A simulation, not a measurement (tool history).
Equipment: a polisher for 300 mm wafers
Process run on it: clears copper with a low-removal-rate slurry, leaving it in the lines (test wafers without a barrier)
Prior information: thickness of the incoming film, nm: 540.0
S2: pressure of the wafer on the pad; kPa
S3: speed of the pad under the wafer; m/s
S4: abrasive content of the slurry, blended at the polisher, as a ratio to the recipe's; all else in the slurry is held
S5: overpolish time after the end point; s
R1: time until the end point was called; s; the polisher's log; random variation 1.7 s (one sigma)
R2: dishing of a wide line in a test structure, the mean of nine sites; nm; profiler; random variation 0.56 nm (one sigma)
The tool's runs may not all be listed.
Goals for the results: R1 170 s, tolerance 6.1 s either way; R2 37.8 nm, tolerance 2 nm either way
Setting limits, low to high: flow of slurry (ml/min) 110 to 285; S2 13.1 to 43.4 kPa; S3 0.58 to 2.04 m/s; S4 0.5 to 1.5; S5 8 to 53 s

Run 1, hour 0: flow of slurry (ml/min) 180, S2 28.3 kPa, S3 1.3 m/s, S4 1, S5 27 s. Result: R1 80.633 s, R2 95.265 nm.
Run 2, hour 1.9: flow of slurry (ml/min) 180, S2 28.3 kPa, S3 1.3 m/s, S4 0.9, S5 27 s. Result: R1 83.985 s, R2 93.261 nm.
Run 3, hour 8.1: flow of slurry (ml/min) 180, S2 28.3 kPa, S3 1.3 m/s, S4 0.9, S5 16 s. Result: R1 83.783 s, R2 62.906 nm.
Run 4, hour 9.7: flow of slurry (ml/min) 175, S2 23.4 kPa, S3 1.24 m/s, S4 0.9, S5 16 s. Result: R1 104.08 s, R2 51.393 nm.
Run 5, hour 12.6: flow of slurry (ml/min) 170, S2 20 kPa, S3 1.2 m/s, S4 0.9, S5 17 s. Result: R1 125.96 s, R2 45.826 nm.
Run 6, hour 16.9: flow of slurry (ml/min) 165, S2 17.9 kPa, S3 1.2 m/s, S4 0.9, S5 18 s. Result: R1 140.52 s, R2 43.9 nm.
Run 7, hour 20.5: flow of slurry (ml/min) 155, S2 16.5 kPa, S3 1.2 m/s, S4 0.9, S5 18 s. Result: R1 156 s, R2 40.909 nm.
Run 8, hour 25.4: flow of slurry (ml/min) 145, S2 16.5 kPa, S3 1.2 m/s, S4 0.9, S5 18 s. Result: R1 154.59 s, R2 40.502 nm.
Run 9, hour 29.5: flow of slurry (ml/min) 145, S2 13.8 kPa, S3 1.2 m/s, S4 0.9, S5 18 s. Result: R1 182.14 s, R2 34.44 nm.

Which of these 5 next moves meets every target?
Run A, hour 33.6: flow of slurry (ml/min) 155, S2 15.2 kPa, S3 1.16 m/s, S4 0.85, S5 22 s. Result: R1 ?, R2 ?.
Run B, hour 33.6: flow of slurry (ml/min) 170, S2 13.1 kPa, S3 1.08 m/s, S4 0.95, S5 19 s. Result: R1 ?, R2 ?.
Run C, hour 33.6: flow of slurry (ml/min) 135, S2 14.5 kPa, S3 1.26 m/s, S4 1, S5 16 s. Result: R1 ?, R2 ?.
Run D, hour 33.6: flow of slurry (ml/min) 170, S2 15.2 kPa, S3 1.02 m/s, S4 0.95, S5 23 s. Result: R1 ?, R2 ?.
Run E, hour 33.6: flow of slurry (ml/min) 160, S2 13.8 kPa, S3 1.28 m/s, S4 0.95, S5 19 s. Result: R1 ?, R2 ?.

move      R1      R2
   A  177.28  42.414
   B   208.6  32.272
   C  168.39  33.671
   D  191.98  41.179
   E  170.39  38.513
A: misses by more than the last run did
B: misses by more than the last run did
C: brings the result that was furthest off to its target, and leaves another outside
D: misses by more than the last run did
E: every result within its allowed miss
Correct choice: E, which meets every target

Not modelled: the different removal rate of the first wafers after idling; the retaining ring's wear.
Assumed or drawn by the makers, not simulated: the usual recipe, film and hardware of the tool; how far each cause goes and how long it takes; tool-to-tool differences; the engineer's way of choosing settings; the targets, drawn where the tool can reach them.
